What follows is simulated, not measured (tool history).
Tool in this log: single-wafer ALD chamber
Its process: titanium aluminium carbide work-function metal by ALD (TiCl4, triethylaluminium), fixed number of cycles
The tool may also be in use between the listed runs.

run,hour,heater temperature setpoint (K),triethylaluminium pulse time (s),mean film thickness on the monitor wafer (Å)
1,0.0,593.15,9.02,18.408
2,2.2,593.15,10.41,18.931
3,9.6,590.15,10.04,18.633
4,13.0,590.15,11.62,18.813
5,18.0,581.15,11.62,18.192
6,22.4,573.15,11.62,17.663
7,26.0,572.15,11.33,17.560
8,34.5,571.15,11.05,17.516
9,39.2,571.15,10.67,17.436

Estimate the outcome of run 10 from the log above:
10,42.9,571.15,10.36,?

mean film thickness on the monitor wafer (Å): 17.389
